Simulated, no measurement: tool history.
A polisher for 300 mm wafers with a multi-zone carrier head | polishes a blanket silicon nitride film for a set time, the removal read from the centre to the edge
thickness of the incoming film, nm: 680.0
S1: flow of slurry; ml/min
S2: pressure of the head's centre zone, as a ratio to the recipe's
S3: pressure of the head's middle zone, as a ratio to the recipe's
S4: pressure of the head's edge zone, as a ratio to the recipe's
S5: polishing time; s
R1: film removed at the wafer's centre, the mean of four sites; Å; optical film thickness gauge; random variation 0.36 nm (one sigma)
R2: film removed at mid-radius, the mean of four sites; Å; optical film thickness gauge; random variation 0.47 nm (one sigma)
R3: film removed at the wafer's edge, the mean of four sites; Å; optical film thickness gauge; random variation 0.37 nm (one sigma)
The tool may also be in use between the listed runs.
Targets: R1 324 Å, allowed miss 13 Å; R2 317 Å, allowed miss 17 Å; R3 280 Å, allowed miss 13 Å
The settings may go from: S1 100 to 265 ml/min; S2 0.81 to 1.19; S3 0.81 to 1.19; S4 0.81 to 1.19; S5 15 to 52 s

run,hour,S1,S2,S3,S4,S5,R1,R2,R3
1,0,170,1,1,1,33,333.94,340.37,333.76
2,6.7,195,1,1,1,33,345.05,353.19,335.9
3,15.6,195,0.96,1,1,33,324.25,346.74,343.98
4,21.7,195,0.96,1,1,25,243.86,266.19,256.22
5,29.3,195,0.96,1,0.95,25,252.93,266.72,254.22
6,35,200,0.97,1.01,0.95,25,248.91,261.02,256.61
7,40.5,195,1,1.03,0.96,25,259.32,268.52,253.68
8,45.5,200,1.01,1.04,0.96,25,260.69,272.79,249.95

Which of these 5 next moves meets every target?
A,50.5,265,1,1.19,1.01,21,?,?,?
B,50.5,195,0.97,1.06,0.89,29,?,?,?
C,50.5,235,1.05,1.02,0.87,29,?,?,?
D,50.5,210,0.92,1.11,1.07,21,?,?,?
E,50.5,190,0.87,1.16,1.1,26,?,?,?

move,R1,R2,R3
A,223.82,262.52,223.11
B,287.18,317.78,281.98
C,317.37,316.68,284.8
D,201.02,241.24,224.68
E,232.99,304.55,278.71
A: further off than the last run
B: nearer than the last run, and not there yet
C: meets every target
D: further off than the last run
E: further off than the last run
The right move is C.
